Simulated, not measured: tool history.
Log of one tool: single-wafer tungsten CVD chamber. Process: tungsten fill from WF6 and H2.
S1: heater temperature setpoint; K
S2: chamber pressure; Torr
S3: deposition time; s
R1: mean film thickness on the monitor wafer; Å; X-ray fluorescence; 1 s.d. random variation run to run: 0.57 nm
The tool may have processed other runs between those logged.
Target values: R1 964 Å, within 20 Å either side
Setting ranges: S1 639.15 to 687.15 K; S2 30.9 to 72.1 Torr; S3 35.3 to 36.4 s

run,hour,S1,S2,S3,R1
1,0,663.15,51.5,35.3,1100.7
2,9,661.15,51.4,35.3,1070.3
3,14.9,659.15,51.3,35.3,1025
4,16.4,658.15,51.3,35.3,1002.4
5,23,658.15,51.3,35.3,1002
6,30.2,658.15,51.3,36.4,1039.7
7,32.1,657.15,51.2,36.4,1020.3
8,39.8,656.15,51.2,36.4,1004.9
9,45.6,655.15,51.2,36.4,985.89

Which one of the following 5 next-run settings gets every result inside its allowed miss? There is exactly one.
A,51.4,656.15,52.1,36.4,?
B,51.4,656.15,49.9,35.3,?
C,51.4,654.15,49.5,35.3,?
D,51.4,654.15,57.2,36.4,?
E,51.4,652.15,51.2,35.3,?

move,R1
A,1011.7
B,962.68
C,926.15
D,1016.9
E,907.45
A: further off than the last run
B: all results land within tolerance of their targets
C: takes the result that was furthest off past its target
D: further off than the last run
E: takes the result that was furthest off past its target
The move that meets every target is B.
